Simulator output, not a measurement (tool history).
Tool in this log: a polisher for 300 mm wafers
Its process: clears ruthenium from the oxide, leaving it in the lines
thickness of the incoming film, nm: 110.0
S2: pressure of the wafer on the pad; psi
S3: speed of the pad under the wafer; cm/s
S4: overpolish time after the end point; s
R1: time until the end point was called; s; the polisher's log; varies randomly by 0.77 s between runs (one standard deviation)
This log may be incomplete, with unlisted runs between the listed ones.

{"run": 1, "hour": 0.0, "flow of slurry (ml/min)": 205, "S2": 2.7, "S3": 124, "S4": 28, "R1": 59.618}
{"run": 2, "hour": 7.7, "flow of slurry (ml/min)": 205, "S2": 2.9, "S3": 126, "S4": 28, "R1": 54.44}
{"run": 3, "hour": 10.6, "flow of slurry (ml/min)": 255, "S2": 2.9, "S3": 126, "S4": 28, "R1": 53.915}
{"run": 4, "hour": 16.3, "flow of slurry (ml/min)": 255, "S2": 2.6, "S3": 126, "S4": 28, "R1": 57.589}
{"run": 5, "hour": 21.5, "flow of slurry (ml/min)": 255, "S2": 2.8, "S3": 128, "S4": 28, "R1": 55.205}
{"run": 6, "hour": 28.1, "flow of slurry (ml/min)": 255, "S2": 3, "S3": 130, "S4": 28, "R1": 49.529}
{"run": 7, "hour": 31.3, "flow of slurry (ml/min)": 255, "S2": 3.1, "S3": 132, "S4": 28, "R1": 48.207}

The next listed run, before its measurement:
{"run": 8, "hour": 37.7, "flow of slurry (ml/min)": 255, "S2": 3.2, "S3": 134, "S4": 28, "R1": "?"}

Logged for run 8: R1 44.252 s.

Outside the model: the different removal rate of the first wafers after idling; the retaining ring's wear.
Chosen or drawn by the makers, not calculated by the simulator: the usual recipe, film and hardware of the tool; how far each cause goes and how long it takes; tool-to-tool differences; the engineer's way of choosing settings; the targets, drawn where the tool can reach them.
